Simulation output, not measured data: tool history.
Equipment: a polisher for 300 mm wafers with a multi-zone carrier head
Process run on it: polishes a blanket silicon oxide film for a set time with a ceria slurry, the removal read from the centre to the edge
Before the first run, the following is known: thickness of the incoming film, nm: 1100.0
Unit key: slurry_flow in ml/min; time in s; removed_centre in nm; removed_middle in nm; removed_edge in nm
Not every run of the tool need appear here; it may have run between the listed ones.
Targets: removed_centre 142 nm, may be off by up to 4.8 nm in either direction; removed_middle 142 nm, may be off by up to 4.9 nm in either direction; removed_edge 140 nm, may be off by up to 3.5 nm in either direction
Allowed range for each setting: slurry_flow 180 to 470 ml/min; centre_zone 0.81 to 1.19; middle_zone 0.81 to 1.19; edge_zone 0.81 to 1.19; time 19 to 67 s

{"run": 1, "hour": 0.0, "slurry_flow": 300, "centre_zone": 1, "middle_zone": 1, "edge_zone": 1, "time": 43, "removed_centre": 203.1, "removed_middle": 206.19, "removed_edge": 199.19}
{"run": 2, "hour": 8.4, "slurry_flow": 300, "centre_zone": 1, "middle_zone": 1.08, "edge_zone": 1, "time": 43, "removed_centre": 203.11, "removed_middle": 218.74, "removed_edge": 199.37}
{"run": 3, "hour": 17.0, "slurry_flow": 300, "centre_zone": 1, "middle_zone": 1.08, "edge_zone": 1, "time": 33, "removed_centre": 155.89, "removed_middle": 165.12, "removed_edge": 152.46}
{"run": 4, "hour": 23.1, "slurry_flow": 290, "centre_zone": 0.99, "middle_zone": 1.04, "edge_zone": 0.98, "time": 32, "removed_centre": 149.64, "removed_middle": 154.23, "removed_edge": 145.95}
{"run": 5, "hour": 30.1, "slurry_flow": 290, "centre_zone": 0.94, "middle_zone": 1.04, "edge_zone": 0.98, "time": 32, "removed_centre": 142.35, "removed_middle": 157.47, "removed_edge": 146.24}
{"run": 6, "hour": 34.0, "slurry_flow": 290, "centre_zone": 1.01, "middle_zone": 1.04, "edge_zone": 0.98, "time": 32, "removed_centre": 152.75, "removed_middle": 154.5, "removed_edge": 145.91}
{"run": 7, "hour": 39.4, "slurry_flow": 275, "centre_zone": 1, "middle_zone": 1.02, "edge_zone": 0.97, "time": 32, "removed_centre": 147.23, "removed_middle": 151.45, "removed_edge": 145.32}
{"run": 8, "hour": 45.4, "slurry_flow": 265, "centre_zone": 1.01, "middle_zone": 1.01, "edge_zone": 0.96, "time": 32, "removed_centre": 149.39, "removed_middle": 149.83, "removed_edge": 145.53}
{"run": 9, "hour": 50.9, "slurry_flow": 255, "centre_zone": 0.98, "middle_zone": 0.97, "edge_zone": 0.91, "time": 31, "removed_centre": 140.82, "removed_middle": 137.16, "removed_edge": 134.59}

Of the 5 settings listed for the next run, only one would bring every result within its allowed miss of target. Which one?
{"run": "A", "hour": 56.4, "slurry_flow": 280, "centre_zone": 0.98, "middle_zone": 0.97, "edge_zone": 0.94, "time": 31, "removed_centre": "?", "removed_middle": "?", "removed_edge": "?"}
{"run": "B", "hour": 56.4, "slurry_flow": 190, "centre_zone": 0.96, "middle_zone": 0.89, "edge_zone": 0.91, "time": 33, "removed_centre": "?", "removed_middle": "?", "removed_edge": "?"}
{"run": "C", "hour": 56.4, "slurry_flow": 240, "centre_zone": 1.08, "middle_zone": 0.94, "edge_zone": 0.92, "time": 30, "removed_centre": "?", "removed_middle": "?", "removed_edge": "?"}
{"run": "D", "hour": 56.4, "slurry_flow": 320, "centre_zone": 1, "middle_zone": 0.92, "edge_zone": 0.89, "time": 29, "removed_centre": "?", "removed_middle": "?", "removed_edge": "?"}
{"run": "E", "hour": 56.4, "slurry_flow": 195, "centre_zone": 1.07, "middle_zone": 1.05, "edge_zone": 0.92, "time": 31, "removed_centre": "?", "removed_middle": "?", "removed_edge": "?"}

move=A removed_centre=143.41 removed_middle=138.79 removed_edge=139.42
move=B removed_centre=141.19 removed_middle=130.68 removed_edge=140.86
move=C removed_centre=150.02 removed_middle=128.44 removed_edge=131.83
move=D removed_centre=138.9 removed_middle=125.89 removed_edge=128.57
move=E removed_centre=148.8 removed_middle=141.54 removed_edge=133.11
A: every result within its allowed miss
B: the worst result of the last run now meets its target, but another is out of spec
C: moves away from the targets compared with the last run
D: moves away from the targets compared with the last run
E: moves away from the targets compared with the last run
So the answer is move A, the one that meets all the targets.

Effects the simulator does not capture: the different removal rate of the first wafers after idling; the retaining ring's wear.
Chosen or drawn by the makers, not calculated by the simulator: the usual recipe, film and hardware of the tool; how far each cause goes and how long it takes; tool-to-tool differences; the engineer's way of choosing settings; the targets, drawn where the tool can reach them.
